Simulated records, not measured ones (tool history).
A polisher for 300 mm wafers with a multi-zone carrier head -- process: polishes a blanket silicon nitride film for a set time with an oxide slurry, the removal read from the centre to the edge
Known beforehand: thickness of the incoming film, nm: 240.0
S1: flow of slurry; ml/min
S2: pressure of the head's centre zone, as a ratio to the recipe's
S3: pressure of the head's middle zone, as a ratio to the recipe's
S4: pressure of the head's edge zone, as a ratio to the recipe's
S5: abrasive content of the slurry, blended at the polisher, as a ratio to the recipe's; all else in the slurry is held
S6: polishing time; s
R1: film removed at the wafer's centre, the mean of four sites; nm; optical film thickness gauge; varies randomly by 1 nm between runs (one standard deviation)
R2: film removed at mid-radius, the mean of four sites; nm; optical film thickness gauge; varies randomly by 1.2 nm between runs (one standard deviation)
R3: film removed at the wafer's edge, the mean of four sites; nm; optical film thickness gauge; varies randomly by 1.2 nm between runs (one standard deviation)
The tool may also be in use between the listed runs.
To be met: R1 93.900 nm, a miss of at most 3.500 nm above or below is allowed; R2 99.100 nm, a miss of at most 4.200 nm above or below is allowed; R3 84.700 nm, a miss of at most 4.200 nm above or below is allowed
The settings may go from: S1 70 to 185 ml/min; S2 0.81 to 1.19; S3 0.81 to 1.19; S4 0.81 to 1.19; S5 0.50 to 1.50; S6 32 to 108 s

{"run": 1, "hour": 0.0, "S1": 120, "S2": 1.0, "S3": 1.0, "S4": 1.0, "S5": 1.0, "S6": 70, "R1": 60.77, "R2": 61.72, "R3": 62.354}
{"run": 2, "hour": 6.7, "S1": 125, "S2": 1.01, "S3": 1.02, "S4": 1.0, "S5": 1.05, "S6": 70, "R1": 64.52, "R2": 65.939, "R3": 64.599}
{"run": 3, "hour": 9.3, "S1": 125, "S2": 1.01, "S3": 1.02, "S4": 1.05, "S5": 1.05, "S6": 70, "R1": 64.256, "R2": 65.581, "R3": 64.863}
{"run": 4, "hour": 17.8, "S1": 125, "S2": 1.01, "S3": 1.02, "S4": 1.13, "S5": 1.05, "S6": 70, "R1": 63.195, "R2": 65.806, "R3": 68.688}
{"run": 5, "hour": 22.0, "S1": 130, "S2": 1.02, "S3": 1.04, "S4": 1.13, "S5": 1.1, "S6": 70, "R1": 66.676, "R2": 70.193, "R3": 69.088}
{"run": 6, "hour": 23.5, "S1": 130, "S2": 1.03, "S3": 1.05, "S4": 1.13, "S5": 1.15, "S6": 71, "R1": 69.334, "R2": 73.311, "R3": 73.219}
{"run": 7, "hour": 25.4, "S1": 135, "S2": 1.05, "S3": 1.07, "S4": 1.13, "S5": 1.2, "S6": 71, "R1": 72.788, "R2": 74.323, "R3": 76.116}
{"run": 8, "hour": 33.6, "S1": 140, "S2": 1.05, "S3": 1.09, "S4": 1.09, "S5": 1.25, "S6": 72, "R1": 76.77, "R2": 79.933, "R3": 77.678}
{"run": 9, "hour": 41.0, "S1": 145, "S2": 1.05, "S3": 1.1, "S4": 1.08, "S5": 1.25, "S6": 72, "R1": 75.478, "R2": 80.827, "R3": 77.952}
{"run": 10, "hour": 45.6, "S1": 150, "S2": 1.06, "S3": 1.11, "S4": 1.05, "S5": 1.3, "S6": 72, "R1": 78.015, "R2": 83.611, "R3": 79.902}
{"run": 11, "hour": 53.2, "S1": 155, "S2": 1.07, "S3": 1.12, "S4": 1.02, "S5": 1.3, "S6": 72, "R1": 81.533, "R2": 85.52, "R3": 78.441}
{"run": 12, "hour": 55.2, "S1": 160, "S2": 1.08, "S3": 1.13, "S4": 1.02, "S5": 1.3, "S6": 72, "R1": 81.673, "R2": 86.852, "R3": 77.238}
{"run": 13, "hour": 62.0, "S1": 160, "S2": 1.09, "S3": 1.14, "S4": 1.02, "S5": 1.3, "S6": 72, "R1": 82.585, "R2": 87.709, "R3": 78.368}
{"run": 14, "hour": 62.9, "S1": 160, "S2": 1.1, "S3": 1.15, "S4": 1.02, "S5": 1.3, "S6": 72, "R1": 82.33, "R2": 88.63, "R3": 77.224}
{"run": 15, "hour": 64.0, "S1": 160, "S2": 1.11, "S3": 1.15, "S4": 1.02, "S5": 1.3, "S6": 72, "R1": 82.936, "R2": 87.332, "R3": 79.094}
{"run": 16, "hour": 67.0, "S1": 165, "S2": 1.11, "S3": 1.15, "S4": 1.01, "S5": 1.3, "S6": 72, "R1": 84.015, "R2": 89.695, "R3": 78.417}
{"run": 17, "hour": 71.7, "S1": 165, "S2": 1.12, "S3": 1.15, "S4": 1.01, "S5": 1.3, "S6": 72, "R1": 84.417, "R2": 87.748, "R3": 78.877}
{"run": 18, "hour": 79.7, "S1": 165, "S2": 1.12, "S3": 1.16, "S4": 1.01, "S5": 1.3, "S6": 72, "R1": 82.872, "R2": 89.662, "R3": 78.066}

Consider the 4 candidate settings below. Which is the only one whose results all fall within their allowed miss of target?
{"run": "A", "hour": 87.7, "S1": 165, "S2": 1.18, "S3": 1.1, "S4": 0.82, "S5": 1.4, "S6": 72, "R1": "?", "R2": "?", "R3": "?"}
{"run": "B", "hour": 87.7, "S1": 180, "S2": 1.15, "S3": 1.19, "S4": 0.94, "S5": 1.3, "S6": 83, "R1": "?", "R2": "?", "R3": "?"}
{"run": "C", "hour": 87.7, "S1": 120, "S2": 1.0, "S3": 1.05, "S4": 1.17, "S5": 1.5, "S6": 73, "R1": "?", "R2": "?", "R3": "?"}
{"run": "D", "hour": 87.7, "S1": 180, "S2": 1.14, "S3": 1.17, "S4": 0.99, "S5": 1.3, "S6": 78, "R1": "?", "R2": "?", "R3": "?"}

move=A R1=91.695 R2=89.352 R3=73.480
move=B R1=101.750 R2=107.830 R3=87.748
move=C R1=80.268 R2=85.054 R3=87.668
move=D R1=95.015 R2=99.855 R3=84.539
A: brings the last run's worst result on target, with another outside its allowed miss
B: takes the result that was furthest off past its target
C: moves away from the targets compared with the last run
D: all results in spec
Answer: D
